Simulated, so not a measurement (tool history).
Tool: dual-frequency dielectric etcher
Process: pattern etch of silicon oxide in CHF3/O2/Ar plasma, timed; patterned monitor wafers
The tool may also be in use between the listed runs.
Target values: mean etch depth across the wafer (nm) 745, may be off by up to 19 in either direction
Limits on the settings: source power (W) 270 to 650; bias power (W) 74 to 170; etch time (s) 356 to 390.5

run    day  source power (W)  bias power (W)  etch time (s)  mean etch depth across the wafer (nm)
  1      0               460             122          390.5                                 595.56
  2  0.121               480             125          390.5                                 621.68
  3  0.329               480             106          390.5                                  582.3
  4  0.592               480              92          390.5                                 555.38
  5  0.892               500              97          390.5                                 580.59
  6  0.938               520             100          390.5                                 601.84
  7  0.992               620             124          390.5                                 709.53
  8  1.204               620             125          390.5                                 712.63
  9  1.233               620             126          390.5                                 714.83

Which one of the following 4 next-run settings gets every result inside its allowed miss? There is exactly one.
  A  1.262               650             113          377.5                                      ?
  B  1.262               650             131            370                                      ?
  C  1.262               590             122          390.5                                      ?
  D  1.262               650             145            375                                      ?

move  mean etch depth across the wafer (nm)
   A                                 688.55
   B                                 707.76
   C                                 692.74
   D                                 741.76
A: lands further from the targets than the last run did
B: lands further from the targets than the last run did
C: lands further from the targets than the last run did
D: every result lands within tolerance
The move that meets every target is D.
